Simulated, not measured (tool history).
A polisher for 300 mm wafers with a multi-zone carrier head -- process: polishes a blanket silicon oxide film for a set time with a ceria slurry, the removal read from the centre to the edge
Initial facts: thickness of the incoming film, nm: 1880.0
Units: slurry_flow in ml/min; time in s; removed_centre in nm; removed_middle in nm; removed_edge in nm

Run 1, day 0: slurry_flow 230 ml/min, centre_zone 1, middle_zone 1, edge_zone 1, time 69 s. Result: removed_centre 183.1 nm, removed_middle 183.26 nm, removed_edge 186.29 nm.
Run 2, day 0.158: slurry_flow 235 ml/min, centre_zone 1, middle_zone 1.01, edge_zone 1.02, time 70 s. Result: removed_centre 189.28 nm, removed_middle 187.99 nm, removed_edge 185.89 nm.
Run 3, day 0.425: slurry_flow 235 ml/min, centre_zone 1.06, middle_zone 1.01, edge_zone 1.02, time 70 s. Result: removed_centre 195.9 nm, removed_middle 187.62 nm, removed_edge 188.21 nm.
Run 4, day 0.683: slurry_flow 230 ml/min, centre_zone 1.03, middle_zone 1.01, edge_zone 1.03, time 72 s. Result: removed_centre 195.57 nm, removed_middle 191.87 nm, removed_edge 194.91 nm.
Run 5, day 0.821: slurry_flow 230 ml/min, centre_zone 1.02, middle_zone 1.02, edge_zone 1.04, time 73 s. Result: removed_centre 195.81 nm, removed_middle 194.04 nm, removed_edge 198.17 nm.
Run 6, day 0.896: slurry_flow 230 ml/min, centre_zone 1.02, middle_zone 1.02, edge_zone 1.04, time 79 s. Result: removed_centre 215.02 nm, removed_middle 211.72 nm, removed_edge 213.84 nm.
Run 7, day 1.075: slurry_flow 230 ml/min, centre_zone 1.01, middle_zone 1.03, edge_zone 1.05, time 80 s. Result: removed_centre 216.52 nm, removed_middle 215.65 nm, removed_edge 216.48 nm.
Run 8, day 1.104: slurry_flow 230 ml/min, centre_zone 0.99, middle_zone 1.04, edge_zone 1.06, time 81 s. Result: removed_centre 210.89 nm, removed_middle 224.58 nm, removed_edge 224.08 nm.
Run 9, day 1.371: slurry_flow 235 ml/min, centre_zone 0.97, middle_zone 1.05, edge_zone 1.08, time 82 s. Result: removed_centre 209.59 nm, removed_middle 224.79 nm, removed_edge 222.52 nm.

For run 10, what comes out?
Run 10, day 1.458: slurry_flow 230 ml/min, centre_zone 0.97, middle_zone 1.05, edge_zone 1.08, time 82 s. Result: removed_centre ?, removed_middle ?, removed_edge ?.

removed_centre: 211.44 nm
removed_middle: 231.38 nm
removed_edge: 226.87 nm
